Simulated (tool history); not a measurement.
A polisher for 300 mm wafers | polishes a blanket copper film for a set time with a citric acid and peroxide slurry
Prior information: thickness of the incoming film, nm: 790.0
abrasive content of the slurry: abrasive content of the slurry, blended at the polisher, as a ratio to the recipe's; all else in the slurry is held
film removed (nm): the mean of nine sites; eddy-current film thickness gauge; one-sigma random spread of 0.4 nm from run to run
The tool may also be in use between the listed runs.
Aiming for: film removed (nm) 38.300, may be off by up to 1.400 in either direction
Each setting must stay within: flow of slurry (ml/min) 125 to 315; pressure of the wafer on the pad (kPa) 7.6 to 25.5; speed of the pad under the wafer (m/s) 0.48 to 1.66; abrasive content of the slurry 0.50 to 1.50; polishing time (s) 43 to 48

run  hour  flow of slurry (ml/min)  pressure of the wafer on the pad (kPa)  speed of the pad under the wafer (m/s)  abrasive content of the slurry  polishing time (s)  film removed (nm)
  1   0.0                      205                                    16.5                                    1.06                            1.00                  48             92.056
  2   6.2                      205                                    14.5                                    0.98                            1.00                  48             76.890
  3  14.4                      225                                    14.5                                    0.98                            1.00                  48             75.315
  4  15.3                      225                                    13.1                                    0.92                            1.00                  48             64.588
  5  22.7                      185                                    13.1                                    0.92                            1.00                  48             63.097
  6  27.5                      185                                    13.1                                    0.92                            1.05                  48             64.878
  7  35.1                      185                                    11.7                                    0.88                            1.05                  48             55.135
  8  43.0                      185                                    11.0                                    0.86                            1.05                  48             50.811
  9  45.3                      185                                    10.3                                    0.86                            1.05                  48             47.500
 10  51.4                      185                                     9.7                                    0.86                            1.05                  48             45.890
 11  60.2                      185                                     9.0                                    0.86                            1.05                  48             42.277
 12  63.3                      180                                     7.6                                    0.86                            1.05                  48             36.018

Exactly one of the 4 candidate moves below puts every result within its allowed miss. Which one?
  A  66.4                      185                                     7.6                                    0.92                            0.95                  45                  ?
  B  66.4                      190                                     8.3                                    0.74                            1.10                  48                  ?
  C  66.4                      125                                    11.0                                    0.90                            0.65                  46                  ?
  D  66.4                      220                                     7.6                                    0.94                            1.10                  45                  ?

move  film removed (nm)
   A             34.931
   B             34.247
   C             43.126
   D             37.618
A: lands further from the targets than the last run did
B: lands further from the targets than the last run did
C: pushes the last run's worst result past its target
D: meets every target
Correct choice: D, which meets every target
